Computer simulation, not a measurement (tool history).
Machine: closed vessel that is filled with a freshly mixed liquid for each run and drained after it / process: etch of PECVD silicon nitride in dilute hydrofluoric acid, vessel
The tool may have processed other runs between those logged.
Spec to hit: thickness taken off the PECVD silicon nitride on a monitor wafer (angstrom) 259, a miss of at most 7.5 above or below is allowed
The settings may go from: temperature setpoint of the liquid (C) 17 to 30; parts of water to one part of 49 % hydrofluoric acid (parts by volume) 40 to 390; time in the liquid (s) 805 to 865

run,hour,temperature setpoint of the liquid (C),parts of water to one part of 49 % hydrofluoric acid (parts by volume),time in the liquid (s),thickness taken off the PECVD silicon nitride on a monitor wafer (angstrom)
1,0,22,215,805,111.17
2,9,22,215,805,110.79
3,15.5,19,215,805,90.847
4,24.4,21.5,200,805,115.03
5,31.4,23.5,185,805,142.14
6,37.5,23.5,245,805,105.92
7,45.2,25,220,805,129.24
8,54.1,29,130,810,285.65
9,55.2,28.5,130,810,280.8
10,62.5,28,130,810,268.23

5 next moves are on the table. One of them brings every result within its allowed miss. Which?
A,69.8,30,155,865,?
B,69.8,29,140,830,?
C,69.8,27.5,125,820,?
D,69.8,27,125,805,?
E,69.8,30,165,825,?

move,thickness taken off the PECVD silicon nitride on a monitor wafer (angstrom)
A,267.86
B,267.82
C,269.8
D,256.57
E,239.77
A: about as far from the targets as the last run
B: about as far from the targets as the last run
C: the biggest miss grows against the last run
D: all results in spec
E: carries the result that was furthest off beyond its target, to the other side
Go with D: it meets all targets.

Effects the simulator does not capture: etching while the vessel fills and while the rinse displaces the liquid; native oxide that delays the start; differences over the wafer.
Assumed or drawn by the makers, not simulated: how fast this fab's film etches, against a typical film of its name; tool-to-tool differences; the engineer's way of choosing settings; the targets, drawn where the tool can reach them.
